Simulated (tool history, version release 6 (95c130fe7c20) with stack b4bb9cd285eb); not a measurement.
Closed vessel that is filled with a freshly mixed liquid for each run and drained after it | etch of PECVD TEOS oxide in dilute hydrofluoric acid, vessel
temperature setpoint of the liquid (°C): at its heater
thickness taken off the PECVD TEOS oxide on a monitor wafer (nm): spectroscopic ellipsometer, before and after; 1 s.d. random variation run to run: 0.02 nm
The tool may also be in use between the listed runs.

run,hour,temperature setpoint of the liquid (°C),parts of water to one part of 49 % hydrofluoric acid (parts by volume),time in the liquid (s),thickness taken off the PECVD TEOS oxide on a monitor wafer (nm)
1,0,20,275,85,4.0735
2,9.1,20,225,85,5.2226
3,17.6,19.5,235,85,4.8501
4,24.1,21,235,85,5.1937
5,29.9,24.5,235,85,5.8268
6,31.4,23.5,245,85,5.3334
7,40.7,22.5,250,85,5.0414
8,42.9,21.5,255,85,4.6921

Estimate the outcome of run 9 from the log above:
9,49.3,21,260,85,?

Run 9 yielded thickness taken off the PECVD TEOS oxide on a monitor wafer (nm) 4.4999.

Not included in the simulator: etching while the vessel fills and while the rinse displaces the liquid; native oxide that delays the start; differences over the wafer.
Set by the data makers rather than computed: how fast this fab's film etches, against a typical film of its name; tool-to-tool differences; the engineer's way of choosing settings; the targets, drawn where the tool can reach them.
